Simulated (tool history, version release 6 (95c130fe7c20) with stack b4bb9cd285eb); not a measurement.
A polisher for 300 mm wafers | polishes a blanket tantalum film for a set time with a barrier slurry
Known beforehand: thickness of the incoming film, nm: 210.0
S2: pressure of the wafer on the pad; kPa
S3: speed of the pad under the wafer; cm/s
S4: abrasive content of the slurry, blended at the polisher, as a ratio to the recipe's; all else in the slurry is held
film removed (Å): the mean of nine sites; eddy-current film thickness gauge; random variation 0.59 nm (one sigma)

{"run": 1, "hour": 0.0, "flow of slurry (ml/min)": 175, "S2": 14.5, "S3": 84, "S4": 1.0, "polishing time (s)": 37, "film removed (Å)": 514.77}
{"run": 2, "hour": 6.4, "flow of slurry (ml/min)": 175, "S2": 13.8, "S3": 84, "S4": 1.0, "polishing time (s)": 37, "film removed (Å)": 487.18}
{"run": 3, "hour": 9.0, "flow of slurry (ml/min)": 150, "S2": 13.8, "S3": 84, "S4": 1.0, "polishing time (s)": 37, "film removed (Å)": 476.28}
{"run": 4, "hour": 14.2, "flow of slurry (ml/min)": 150, "S2": 13.8, "S3": 84, "S4": 1.2, "polishing time (s)": 37, "film removed (Å)": 502.83}
{"run": 5, "hour": 16.6, "flow of slurry (ml/min)": 150, "S2": 13.1, "S3": 84, "S4": 1.2, "polishing time (s)": 37, "film removed (Å)": 485.73}
{"run": 6, "hour": 19.3, "flow of slurry (ml/min)": 150, "S2": 13.1, "S3": 98, "S4": 1.2, "polishing time (s)": 37, "film removed (Å)": 548.41}

What will run 7 give?
{"run": 7, "hour": 24.2, "flow of slurry (ml/min)": 150, "S2": 12.4, "S3": 98, "S4": 1.2, "polishing time (s)": 37, "film removed (Å)": "?"}

{"run 7": {"film removed (Å)": 520.48}}

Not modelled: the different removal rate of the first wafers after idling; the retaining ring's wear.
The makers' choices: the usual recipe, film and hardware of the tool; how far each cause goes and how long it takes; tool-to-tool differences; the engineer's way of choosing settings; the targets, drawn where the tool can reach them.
